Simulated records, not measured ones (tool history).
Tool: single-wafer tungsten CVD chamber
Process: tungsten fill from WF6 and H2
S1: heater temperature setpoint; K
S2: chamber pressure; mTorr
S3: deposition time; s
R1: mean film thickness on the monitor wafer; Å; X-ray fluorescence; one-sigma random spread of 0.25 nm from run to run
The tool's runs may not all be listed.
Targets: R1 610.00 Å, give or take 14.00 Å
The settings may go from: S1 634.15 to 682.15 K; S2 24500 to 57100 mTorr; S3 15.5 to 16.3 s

run 1 hour=0.0 | S1=658.15 S2=40800 S3=16.3 | R1=424.35
run 2 hour=3.1 | S1=658.15 S2=40800 S3=15.5 | R1=399.65
run 3 hour=5.0 | S1=662.15 S2=40800 S3=15.5 | R1=431.51
run 4 hour=13.2 | S1=668.15 S2=41100 S3=15.5 | R1=482.38
run 5 hour=21.9 | S1=678.15 S2=41100 S3=15.5 | R1=561.91
run 6 hour=27.7 | S1=679.15 S2=41600 S3=15.5 | R1=578.76
run 7 hour=34.4 | S1=679.15 S2=41600 S3=15.5 | R1=579.98
run 8 hour=42.3 | S1=680.15 S2=41600 S3=15.5 | R1=590.37
run 9 hour=49.9 | S1=681.15 S2=41600 S3=15.5 | R1=596.32

Next run, 5 choices. One meets every target within its allowed miss, the rest don't. Which?
run A hour=57.5 | S1=680.15 S2=38500 S3=15.6 | R1=?
run B hour=57.5 | S1=677.15 S2=42000 S3=15.9 | R1=?
run C hour=57.5 | S1=676.15 S2=42300 S3=16.1 | R1=?
run D hour=57.5 | S1=681.15 S2=43000 S3=15.5 | R1=?
run E hour=57.5 | S1=682.15 S2=35700 S3=16.3 | R1=?

move=A R1=562.12
move=B R1=575.78
move=C R1=576.38
move=D R1=605.48
move=E R1=578.49
A: further off than the last run
B: further off than the last run
C: further off than the last run
D: each result inside its tolerance
E: further off than the last run
D is the move that brings every result within its allowed miss.

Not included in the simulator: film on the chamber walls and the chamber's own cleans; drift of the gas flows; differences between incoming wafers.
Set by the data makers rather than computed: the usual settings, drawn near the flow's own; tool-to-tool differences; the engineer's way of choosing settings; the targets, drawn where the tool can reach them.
